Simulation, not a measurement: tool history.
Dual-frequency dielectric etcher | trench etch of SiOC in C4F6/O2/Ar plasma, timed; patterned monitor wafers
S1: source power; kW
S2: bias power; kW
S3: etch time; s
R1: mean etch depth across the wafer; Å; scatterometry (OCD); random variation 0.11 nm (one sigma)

run	hour	S1	S2	S3	R1
1	0	0.29	0.159	27	470.8
2	8.6	0.29	0.159	28.5	496.61
3	11.6	0.29	0.159	27	470.38
4	13	0.31	0.16	27	482.65
5	13.6	0.31	0.182	27	505.56
6	14.3	0.32	0.182	27	509.85

Run 7 comes next. What will it give?
7	14.9	0.33	0.182	27	?

{"run 7": {"R1": 514.05}}
